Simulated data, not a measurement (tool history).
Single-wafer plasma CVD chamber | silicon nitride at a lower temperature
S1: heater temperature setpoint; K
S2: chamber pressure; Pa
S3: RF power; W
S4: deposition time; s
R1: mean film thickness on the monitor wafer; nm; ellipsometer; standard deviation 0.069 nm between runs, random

Run 1, hour 0: S1 598.15 K, S2 235 Pa, S3 300 W, S4 32 s. Result: R1 37.343 nm.
Run 2, hour 1.8: S1 598.15 K, S2 235 Pa, S3 300 W, S4 32 s. Result: R1 37.199 nm.
Run 3, hour 4.2: S1 598.15 K, S2 205 Pa, S3 290 W, S4 32 s. Result: R1 34.757 nm.
Run 4, hour 11.5: S1 598.15 K, S2 184 Pa, S3 285 W, S4 32 s. Result: R1 33.152 nm.
Run 5, hour 18.1: S1 598.15 K, S2 171 Pa, S3 285 W, S4 32 s. Result: R1 32.106 nm.
Run 6, hour 20.5: S1 598.15 K, S2 193 Pa, S3 285 W, S4 32 s. Result: R1 33.787 nm.
Run 7, hour 25: S1 598.15 K, S2 177 Pa, S3 285 W, S4 32 s. Result: R1 32.693 nm.
At hour 25.8: thermocouple changed; heater temperature recalibrated.
Run 8, hour 25.8: S1 598.15 K, S2 177 Pa, S3 285 W, S4 32 s. Result: R1 32.637 nm.
Run 9, hour 30.5: S1 598.15 K, S2 168 Pa, S3 285 W, S4 32 s. Result: R1 31.958 nm.

The next listed run, before its measurement:
Run 10, hour 36.5: S1 598.15 K, S2 164 Pa, S3 285 W, S4 32 s. Result: R1 ?.

R1: 31.684 nm
